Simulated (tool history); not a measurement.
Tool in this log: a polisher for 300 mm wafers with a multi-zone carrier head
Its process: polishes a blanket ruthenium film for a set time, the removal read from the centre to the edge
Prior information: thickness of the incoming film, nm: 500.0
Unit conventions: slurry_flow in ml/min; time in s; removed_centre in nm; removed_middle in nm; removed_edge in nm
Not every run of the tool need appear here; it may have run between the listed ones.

run  hour  slurry_flow  centre_zone  middle_zone  edge_zone  time  removed_centre  removed_middle  removed_edge
  1   0.0          160         1.00         1.00       1.00    83          95.644          94.034        96.743
  2   3.3          175         1.00         1.00       1.00    83          96.733          93.431        98.289
  3   8.1          175         1.00         1.00       1.00    68          80.524          75.955        79.227
  4  16.0          175         1.00         1.00       1.00    79          94.693          90.921        91.136
  5  17.2          175         1.00         1.00       0.93    79          93.708          89.418        88.306
  6  25.2          175         1.02         1.01       1.00    88         105.030         101.440       102.770
  7  27.1          180         1.03         1.01       1.05    94         113.160         108.050       111.860
  8  32.1          180         1.03         1.01       1.08   100         119.720         115.330       121.460
  9  38.0          180         1.03         1.01       1.08   100         123.130         114.860       121.220

Predict the results of run 10:
 10  46.7          180         1.02         1.02       1.10   104               ?               ?             ?

Logged for run 10: removed_centre 123.400 nm, removed_middle 120.700 nm, removed_edge 127.070 nm.
